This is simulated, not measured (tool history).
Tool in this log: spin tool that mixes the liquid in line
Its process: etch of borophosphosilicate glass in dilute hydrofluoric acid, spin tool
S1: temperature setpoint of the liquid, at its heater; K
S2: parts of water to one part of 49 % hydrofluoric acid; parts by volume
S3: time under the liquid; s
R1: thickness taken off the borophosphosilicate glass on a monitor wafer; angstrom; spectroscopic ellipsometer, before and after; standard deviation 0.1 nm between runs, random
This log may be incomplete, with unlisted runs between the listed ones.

run,day,S1,S2,S3,R1
1,0,295.15,200,85,95.676
2,0.025,297.15,200,85,102.66
3,0.354,298.65,200,85,106.52
4,0.5,299.65,195,85,115.26
5,0.838,299.65,195,85,115.03
6,1.117,300.65,195,85,119.73

What will run 7 give?
7,1.254,300.65,195,85,?

{"run 7": {"R1": 121.17}}

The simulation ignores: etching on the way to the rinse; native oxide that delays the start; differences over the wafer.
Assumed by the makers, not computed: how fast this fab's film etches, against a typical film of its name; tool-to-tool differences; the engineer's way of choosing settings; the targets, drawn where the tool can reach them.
